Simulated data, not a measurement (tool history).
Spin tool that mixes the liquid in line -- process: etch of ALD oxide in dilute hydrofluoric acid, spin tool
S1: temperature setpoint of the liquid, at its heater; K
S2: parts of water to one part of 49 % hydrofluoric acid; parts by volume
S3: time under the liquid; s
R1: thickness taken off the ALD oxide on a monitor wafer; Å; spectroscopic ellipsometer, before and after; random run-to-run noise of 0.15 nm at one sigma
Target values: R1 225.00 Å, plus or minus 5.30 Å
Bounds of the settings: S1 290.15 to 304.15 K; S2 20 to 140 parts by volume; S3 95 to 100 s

Run 1, hour 0.0: S1 296.15 K, S2 75 parts by volume, S3 95 s. Result: R1 413.63 Å.
Run 2, hour 2.0: S1 294.15 K, S2 75 parts by volume, S3 95 s. Result: R1 377.35 Å.
Run 3, hour 6.2: S1 294.15 K, S2 75 parts by volume, S3 95 s. Result: R1 385.96 Å.
Run 4, hour 9.1: S1 295.65 K, S2 75 parts by volume, S3 95 s. Result: R1 408.07 Å.
Run 5, hour 12.2: S1 295.65 K, S2 75 parts by volume, S3 100 s. Result: R1 431.68 Å.
Run 6, hour 16.4: S1 295.65 K, S2 85 parts by volume, S3 100 s. Result: R1 373.58 Å.
Run 7, hour 20.1: S1 294.65 K, S2 90 parts by volume, S3 100 s. Result: R1 339.89 Å.
Run 8, hour 28.0: S1 293.65 K, S2 95 parts by volume, S3 100 s. Result: R1 306.75 Å.
Run 9, hour 33.5: S1 293.15 K, S2 100 parts by volume, S3 100 s. Result: R1 282.63 Å.
Run 10, hour 40.3: S1 292.65 K, S2 100 parts by volume, S3 100 s. Result: R1 276.95 Å.
Run 11, hour 46.0: S1 292.15 K, S2 100 parts by volume, S3 100 s. Result: R1 269.07 Å.
Run 12, hour 49.7: S1 291.65 K, S2 100 parts by volume, S3 100 s. Result: R1 266.80 Å.
Run 13, hour 54.7: S1 291.15 K, S2 100 parts by volume, S3 100 s. Result: R1 262.74 Å.
Run 14, hour 59.9: S1 290.65 K, S2 105 parts by volume, S3 100 s. Result: R1 241.26 Å.
Run 15, hour 64.8: S1 290.15 K, S2 105 parts by volume, S3 100 s. Result: R1 236.46 Å.

4 candidate next runs follow, results not yet known. Just one meets every target within its allowed miss. Identify it.
Run A, hour 69.7: S1 290.15 K, S2 110 parts by volume, S3 95 s. Result: R1 ?.
Run B, hour 69.7: S1 290.15 K, S2 115 parts by volume, S3 100 s. Result: R1 ?.
Run C, hour 69.7: S1 291.15 K, S2 120 parts by volume, S3 100 s. Result: R1 ?.
Run D, hour 69.7: S1 290.15 K, S2 110 parts by volume, S3 100 s. Result: R1 ?.

move      R1
   A  212.84
   B  213.21
   C  211.91
   D  224.04
A: carries the result that was furthest off beyond its target, to the other side
B: carries the result that was furthest off beyond its target, to the other side
C: carries the result that was furthest off beyond its target, to the other side
D: in spec on every target
Correct choice: D, which meets every target
